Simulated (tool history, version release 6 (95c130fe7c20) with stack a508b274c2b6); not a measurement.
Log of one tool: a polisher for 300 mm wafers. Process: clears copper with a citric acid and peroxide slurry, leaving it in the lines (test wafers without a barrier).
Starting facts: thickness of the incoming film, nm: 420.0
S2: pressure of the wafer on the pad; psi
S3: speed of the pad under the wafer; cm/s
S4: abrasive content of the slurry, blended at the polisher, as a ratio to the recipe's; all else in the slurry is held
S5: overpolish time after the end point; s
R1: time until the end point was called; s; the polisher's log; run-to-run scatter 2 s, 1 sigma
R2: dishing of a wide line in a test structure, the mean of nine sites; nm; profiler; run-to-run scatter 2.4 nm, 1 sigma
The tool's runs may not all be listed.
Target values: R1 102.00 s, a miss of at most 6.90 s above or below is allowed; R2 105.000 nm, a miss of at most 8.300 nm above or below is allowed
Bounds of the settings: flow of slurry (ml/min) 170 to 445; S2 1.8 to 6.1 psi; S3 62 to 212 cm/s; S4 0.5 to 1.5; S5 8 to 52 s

{"run": 1, "hour": 0.0, "flow of slurry (ml/min)": 285, "S2": 3.9, "S3": 136, "S4": 1.0, "S5": 26, "R1": 113.45, "R2": 70.349}
{"run": 2, "hour": 5.5, "flow of slurry (ml/min)": 285, "S2": 3.9, "S3": 108, "S4": 1.0, "S5": 26, "R1": 140.59, "R2": 59.755}
{"run": 3, "hour": 8.0, "flow of slurry (ml/min)": 340, "S2": 3.9, "S3": 108, "S4": 1.0, "S5": 26, "R1": 138.52, "R2": 58.994}
{"run": 4, "hour": 16.5, "flow of slurry (ml/min)": 340, "S2": 3.9, "S3": 108, "S4": 1.0, "S5": 33, "R1": 135.37, "R2": 72.062}
{"run": 5, "hour": 20.5, "flow of slurry (ml/min)": 340, "S2": 4.1, "S3": 108, "S4": 1.0, "S5": 34, "R1": 132.28, "R2": 74.473}
{"run": 6, "hour": 29.4, "flow of slurry (ml/min)": 285, "S2": 4.1, "S3": 108, "S4": 1.0, "S5": 34, "R1": 133.77, "R2": 75.735}
{"run": 7, "hour": 36.3, "flow of slurry (ml/min)": 285, "S2": 4.3, "S3": 108, "S4": 1.0, "S5": 35, "R1": 127.48, "R2": 78.472}
{"run": 8, "hour": 38.5, "flow of slurry (ml/min)": 285, "S2": 4.4, "S3": 108, "S4": 1.0, "S5": 36, "R1": 124.33, "R2": 80.53}
{"run": 9, "hour": 47.3, "flow of slurry (ml/min)": 285, "S2": 4.5, "S3": 110, "S4": 1.0, "S5": 37, "R1": 125.1, "R2": 87.034}
{"run": 10, "hour": 52.0, "flow of slurry (ml/min)": 285, "S2": 4.7, "S3": 110, "S4": 1.0, "S5": 37, "R1": 119.08, "R2": 87.192}
{"run": 11, "hour": 53.0, "flow of slurry (ml/min)": 285, "S2": 4.8, "S3": 110, "S4": 1.0, "S5": 37, "R1": 119.79, "R2": 87.963}
{"run": 12, "hour": 56.6, "flow of slurry (ml/min)": 285, "S2": 4.9, "S3": 112, "S4": 1.0, "S5": 37, "R1": 110.5, "R2": 93.344}
{"run": 13, "hour": 58.5, "flow of slurry (ml/min)": 285, "S2": 5.0, "S3": 112, "S4": 1.0, "S5": 37, "R1": 111.03, "R2": 90.533}

5 next moves are on the table. One of them brings every result within its allowed miss. Which?
{"run": "A", "hour": 60.4, "flow of slurry (ml/min)": 215, "S2": 4.7, "S3": 128, "S4": 1.1, "S5": 30, "R1": "?", "R2": "?"}
{"run": "B", "hour": 60.4, "flow of slurry (ml/min)": 295, "S2": 4.7, "S3": 116, "S4": 1.0, "S5": 32, "R1": "?", "R2": "?"}
{"run": "C", "hour": 60.4, "flow of slurry (ml/min)": 335, "S2": 5.7, "S3": 80, "S4": 1.2, "S5": 30, "R1": "?", "R2": "?"}
{"run": "D", "hour": 60.4, "flow of slurry (ml/min)": 235, "S2": 5.9, "S3": 96, "S4": 0.8, "S5": 49, "R1": "?", "R2": "?"}
{"run": "E", "hour": 60.4, "flow of slurry (ml/min)": 295, "S2": 5.9, "S3": 116, "S4": 0.8, "S5": 40, "R1": "?", "R2": "?"}

move=A R1=108.13 R2=83.359
move=B R1=115.68 R2=83.213
move=C R1=121.06 R2=78.107
move=D R1=122.65 R2=107.340
move=E R1=103.83 R2=104.990
A: moves away from the targets compared with the last run
B: moves away from the targets compared with the last run
C: moves away from the targets compared with the last run
D: the worst result of the last run now meets its target, but another is out of spec
E: every result within its allowed miss
The move that meets every target is E.
